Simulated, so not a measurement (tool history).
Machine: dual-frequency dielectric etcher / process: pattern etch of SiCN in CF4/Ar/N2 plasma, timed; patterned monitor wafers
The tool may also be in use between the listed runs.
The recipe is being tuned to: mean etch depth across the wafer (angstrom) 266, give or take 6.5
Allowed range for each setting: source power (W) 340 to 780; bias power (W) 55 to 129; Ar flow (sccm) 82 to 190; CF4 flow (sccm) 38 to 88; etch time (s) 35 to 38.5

run	hour	source power (W)	bias power (W)	Ar flow (sccm)	CF4 flow (sccm)	etch time (s)	mean etch depth across the wafer (angstrom)
1	0	560	92	136	63	38.5	428.73
2	3.5	520	87	139	62	38.5	385.63
3	11.7	520	87	128	62	38.5	385.06
4	18.4	490	85	128	62	38.5	361.42
5	24.9	460	84	128	62	38.5	333.78
6	30.9	440	84	128	62	38.5	320.69
7	38.2	420	84	128	62	38.5	302.75
8	43.9	410	84	128	62	38.5	296.45
9	45.2	400	84	128	62	38.5	289.59
10	47.4	340	83	128	62	38.5	236.61
11	51.2	350	83	128	62	38.5	244.15
12	55.6	360	83	128	62	38.5	254.44

Which one of the following 4 next-run settings gets every result inside its allowed miss? There is exactly one.
A	60	350	86	129	61	37	?
B	60	390	83	155	53	35	?
C	60	370	81	129	63	36	?
D	60	410	69	139	48	38.5	?

move	mean etch depth across the wafer (angstrom)
A	236.83
B	242.35
C	241.9
D	265.44
A: further off than the last run
B: further off than the last run
C: further off than the last run
D: every result lands within tolerance
Answer: D

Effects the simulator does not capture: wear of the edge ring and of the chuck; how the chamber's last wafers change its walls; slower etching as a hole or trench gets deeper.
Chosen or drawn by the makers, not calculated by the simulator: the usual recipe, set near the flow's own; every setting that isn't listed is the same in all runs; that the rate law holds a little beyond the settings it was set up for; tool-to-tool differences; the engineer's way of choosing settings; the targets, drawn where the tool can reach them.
